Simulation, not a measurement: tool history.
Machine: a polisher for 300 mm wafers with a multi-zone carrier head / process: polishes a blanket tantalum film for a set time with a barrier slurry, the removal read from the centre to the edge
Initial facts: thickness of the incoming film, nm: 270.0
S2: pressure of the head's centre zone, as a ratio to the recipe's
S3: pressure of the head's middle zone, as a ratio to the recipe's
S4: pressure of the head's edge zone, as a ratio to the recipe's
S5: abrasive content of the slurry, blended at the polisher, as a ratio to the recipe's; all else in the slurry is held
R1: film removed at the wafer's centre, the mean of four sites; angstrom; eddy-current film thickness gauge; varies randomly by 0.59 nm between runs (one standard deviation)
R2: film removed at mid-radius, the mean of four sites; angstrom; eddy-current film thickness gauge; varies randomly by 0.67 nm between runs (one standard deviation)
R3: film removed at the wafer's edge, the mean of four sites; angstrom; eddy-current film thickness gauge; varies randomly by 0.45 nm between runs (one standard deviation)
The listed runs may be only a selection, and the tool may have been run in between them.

run 1 hour=0.0 | flow_of_slurry_(ml/min)=295 S2=1.00 S3=1.00 S4=1.00 S5=1.00 polishing_time_(s)=40 | R1=857.28 R2=903.07 R3=887.90
run 2 hour=1.3 | flow_of_slurry_(ml/min)=290 S2=1.00 S3=0.96 S4=0.96 S5=0.85 polishing_time_(s)=40 | R1=822.56 R2=814.63 R3=838.20
run 3 hour=8.9 | flow_of_slurry_(ml/min)=290 S2=1.00 S3=0.96 S4=0.96 S5=0.65 polishing_time_(s)=40 | R1=743.17 R2=746.06 R3=751.25
run 4 hour=17.6 | flow_of_slurry_(ml/min)=290 S2=1.00 S3=0.96 S4=0.96 S5=0.65 polishing_time_(s)=31 | R1=582.22 R2=577.19 R3=580.78
run 5 hour=23.7 | flow_of_slurry_(ml/min)=300 S2=1.02 S3=0.96 S4=1.00 S5=0.70 polishing_time_(s)=31 | R1=616.29 R2=591.68 R3=612.58
run 6 hour=26.7 | flow_of_slurry_(ml/min)=315 S2=1.04 S3=0.97 S4=1.04 S5=0.75 polishing_time_(s)=31 | R1=649.93 R2=618.60 R3=652.81
run 7 hour=35.0 | flow_of_slurry_(ml/min)=335 S2=1.05 S3=0.97 S4=1.05 S5=0.75 polishing_time_(s)=31 | R1=654.03 R2=627.34 R3=645.47
run 8 hour=39.2 | flow_of_slurry_(ml/min)=335 S2=1.06 S3=0.97 S4=1.07 S5=0.75 polishing_time_(s)=31 | R1=653.53 R2=621.55 R3=650.98
run 9 hour=46.1 | flow_of_slurry_(ml/min)=385 S2=1.12 S3=1.00 S4=1.15 S5=0.85 polishing_time_(s)=31 | R1=739.86 R2=676.37 R3=707.27

Run 10 comes next. What will it give?
run 10 hour=46.7 | flow_of_slurry_(ml/min)=380 S2=1.11 S3=0.99 S4=1.15 S5=0.85 polishing_time_(s)=31 | R1=? R2=? R3=?

R1: 722.19 angstrom
R2: 672.97 angstrom
R3: 718.05 angstrom

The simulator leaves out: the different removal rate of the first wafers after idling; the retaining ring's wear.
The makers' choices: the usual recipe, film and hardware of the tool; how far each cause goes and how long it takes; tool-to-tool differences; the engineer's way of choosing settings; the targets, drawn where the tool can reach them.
